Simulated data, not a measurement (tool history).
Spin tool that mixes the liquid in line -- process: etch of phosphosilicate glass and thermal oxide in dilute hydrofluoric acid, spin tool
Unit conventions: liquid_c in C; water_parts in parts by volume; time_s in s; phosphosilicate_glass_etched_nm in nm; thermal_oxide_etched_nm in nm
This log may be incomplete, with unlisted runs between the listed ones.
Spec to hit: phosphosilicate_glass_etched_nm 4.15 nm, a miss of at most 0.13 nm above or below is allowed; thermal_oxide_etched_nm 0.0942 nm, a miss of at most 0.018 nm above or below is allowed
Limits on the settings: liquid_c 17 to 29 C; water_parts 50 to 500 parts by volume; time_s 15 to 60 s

run	hour	liquid_c	water_parts	time_s	phosphosilicate_glass_etched_nm	thermal_oxide_etched_nm
1	0	21	275	30	13.816	0.29299
2	4.8	21	275	25	11.644	0.24692
3	10.5	20	325	25	9.0466	0.19919
4	18.2	20	325	35	12.428	0.2899
5	24.1	20	370	35	10.535	0.24541
6	29.3	20	415	35	9.1089	0.20201
7	36	17	500	20	3.6651	0.074947
8	41.7	18	500	20	3.7422	0.090828
9	47.5	18	490	20	3.8794	0.086627
10	54	18.5	485	20	3.947	0.092616

Next run, 4 choices. One meets every target within its allowed miss, the rest don't. Which?
A	60.5	17.5	500	20	?	?
B	60.5	18	460	20	?	?
C	60.5	17	495	20	?	?
D	60.5	17	475	20	?	?

move	phosphosilicate_glass_etched_nm	thermal_oxide_etched_nm
A	3.7027	0.072274
B	4.2255	0.08248
C	3.6917	0.07206
D	3.9075	0.076274
A: its largest miss is bigger than the last run's
B: all results land within tolerance of their targets
C: its largest miss is bigger than the last run's
D: its largest miss is bigger than the last run's
Answer: B

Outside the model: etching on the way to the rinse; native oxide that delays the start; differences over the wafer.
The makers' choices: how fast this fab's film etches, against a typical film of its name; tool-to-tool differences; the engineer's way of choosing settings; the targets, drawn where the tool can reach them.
